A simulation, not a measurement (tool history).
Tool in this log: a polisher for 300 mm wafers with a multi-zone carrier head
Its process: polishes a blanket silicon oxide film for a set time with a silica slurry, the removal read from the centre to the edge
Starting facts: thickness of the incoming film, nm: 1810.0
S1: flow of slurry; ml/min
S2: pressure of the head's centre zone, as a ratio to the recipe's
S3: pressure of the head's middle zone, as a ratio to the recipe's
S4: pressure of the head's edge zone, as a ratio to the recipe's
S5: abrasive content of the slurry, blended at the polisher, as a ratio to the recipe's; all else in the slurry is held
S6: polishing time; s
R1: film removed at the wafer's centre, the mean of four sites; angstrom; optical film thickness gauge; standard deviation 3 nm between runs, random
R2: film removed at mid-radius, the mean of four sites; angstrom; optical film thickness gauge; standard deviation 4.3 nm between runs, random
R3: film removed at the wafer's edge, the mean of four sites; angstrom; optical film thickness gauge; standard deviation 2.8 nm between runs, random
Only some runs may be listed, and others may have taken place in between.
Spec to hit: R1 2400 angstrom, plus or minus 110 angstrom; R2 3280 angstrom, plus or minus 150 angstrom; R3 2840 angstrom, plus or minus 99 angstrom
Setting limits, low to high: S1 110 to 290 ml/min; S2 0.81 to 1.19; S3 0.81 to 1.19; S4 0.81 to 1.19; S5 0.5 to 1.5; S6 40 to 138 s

run  hour   S1    S2    S3    S4    S5  S6      R1      R2      R3
  1     0  185     1     1     1     1  88  3440.4  3621.9  3652.7
  2   2.5  180  0.96  1.03  0.97   0.9  88  2999.6  3435.7  3326.9
  3  10.7  175  0.94  1.05  0.94   0.9  88  2905.3  3541.7  3220.1
  4  11.2  170  0.92  1.05  0.92   0.9  88  2924.8  3538.9  3222.6
  5  14.7  165   0.9  1.06  0.91  0.85  88  2668.5  3243.5  3045.1
  6  20.6  160  0.89  1.08   0.9  0.85  88  2582.1  3394.7  2968.2
  7  28.4  150  0.88  1.08   0.9  0.85  88  2535.8  3248.5  2939.1
  8  30.8  150  0.88  1.08   0.9  0.85  88  2567.7  3356.6  2984.7
  9  38.5  145  0.87  1.08  0.89  0.85  88  2508.9    3328  2989.2

5 next moves are on the table. One of them brings every result within its allowed miss. Which?
  A  46.2  145  0.81  1.04  0.86  0.85  91   ?   ?   ?
  B  46.2  165  0.89  1.07  0.89   1.2  72   ?   ?   ?
  C  46.2  140  0.87  1.13   0.9   0.9  81   ?   ?   ?
  D  46.2  110  0.97  1.11  0.98  0.85  95   ?   ?   ?
  E  46.2  115   0.9  1.07   0.9   0.9  95   ?   ?   ?

move      R1      R2      R3
   A  2443.1    3205    3024
   B    2726  3317.5  3079.8
   C  2417.2  3167.7  2846.5
   D  2807.4  3276.8  3178.6
   E  2759.2  3361.2  3218.9
A: further off than the last run
B: further off than the last run
C: every result lands within tolerance
D: further off than the last run
E: further off than the last run
Correct choice: C, which meets every target

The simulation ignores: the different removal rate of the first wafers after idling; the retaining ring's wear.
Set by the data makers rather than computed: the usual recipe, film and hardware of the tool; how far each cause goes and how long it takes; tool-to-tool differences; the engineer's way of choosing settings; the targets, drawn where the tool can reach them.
